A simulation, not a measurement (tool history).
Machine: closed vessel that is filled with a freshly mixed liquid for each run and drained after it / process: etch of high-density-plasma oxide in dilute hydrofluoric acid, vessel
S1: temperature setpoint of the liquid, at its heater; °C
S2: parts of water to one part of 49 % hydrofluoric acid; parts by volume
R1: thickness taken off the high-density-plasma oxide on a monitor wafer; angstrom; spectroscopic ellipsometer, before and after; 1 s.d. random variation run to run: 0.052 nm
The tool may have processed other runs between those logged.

Run 1, day 0: S1 21 °C, S2 95 parts by volume, time in the liquid (s) 395. Result: R1 207.6 angstrom.
Run 2, day 0.15: S1 21 °C, S2 120 parts by volume, time in the liquid (s) 395. Result: R1 161.31 angstrom.
Run 3, day 0.321: S1 19.5 °C, S2 125 parts by volume, time in the liquid (s) 395. Result: R1 144.25 angstrom.
Run 4, day 0.433: S1 19.5 °C, S2 155 parts by volume, time in the liquid (s) 395. Result: R1 113.81 angstrom.
Run 5, day 0.796: S1 19.5 °C, S2 175 parts by volume, time in the liquid (s) 395. Result: R1 98.151 angstrom.
Run 6, day 1.196: S1 19.5 °C, S2 175 parts by volume, time in the liquid (s) 395. Result: R1 97.567 angstrom.
Run 7, day 1.525: S1 21.5 °C, S2 175 parts by volume, time in the liquid (s) 395. Result: R1 106.45 angstrom.
Run 8, day 1.808: S1 23 °C, S2 175 parts by volume, time in the liquid (s) 395. Result: R1 112.24 angstrom.
Run 9, day 2.162: S1 24 °C, S2 175 parts by volume, time in the liquid (s) 395. Result: R1 115.91 angstrom.
Run 10, day 2.342: S1 25 °C, S2 175 parts by volume, time in the liquid (s) 395. Result: R1 121.52 angstrom.

Run 11 has not been measured yet. What should we expect?
Run 11, day 2.725: S1 25.5 °C, S2 175 parts by volume, time in the liquid (s) 395. Result: R1 ?.

Run 11 yielded R1 124.15 angstrom.
